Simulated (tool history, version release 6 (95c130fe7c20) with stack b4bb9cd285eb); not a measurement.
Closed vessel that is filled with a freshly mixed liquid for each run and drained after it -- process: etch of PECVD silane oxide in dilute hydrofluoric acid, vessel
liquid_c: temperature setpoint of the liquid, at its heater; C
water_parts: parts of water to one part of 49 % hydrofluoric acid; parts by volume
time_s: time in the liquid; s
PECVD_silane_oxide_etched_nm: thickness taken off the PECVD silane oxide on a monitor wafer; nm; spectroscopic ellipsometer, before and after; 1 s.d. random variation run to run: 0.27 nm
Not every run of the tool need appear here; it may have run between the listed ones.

run	day	liquid_c	water_parts	time_s	PECVD_silane_oxide_etched_nm
1	0.000	25.0	60	95	85.065
2	0.300	25.0	45	95	114.980
3	0.608	23.5	45	95	108.760
4	0.829	26.5	45	95	124.930
5	1.146	26.5	45	95	123.110
6	1.483	26.5	55	95	98.904
7	1.654	24.0	60	95	82.050
8	1.746	22.0	65	95	68.994

Estimate the outcome of run 9 from the log above:
9	2.075	20.5	70	95	?

PECVD_silane_oxide_etched_nm: 60.234 nm
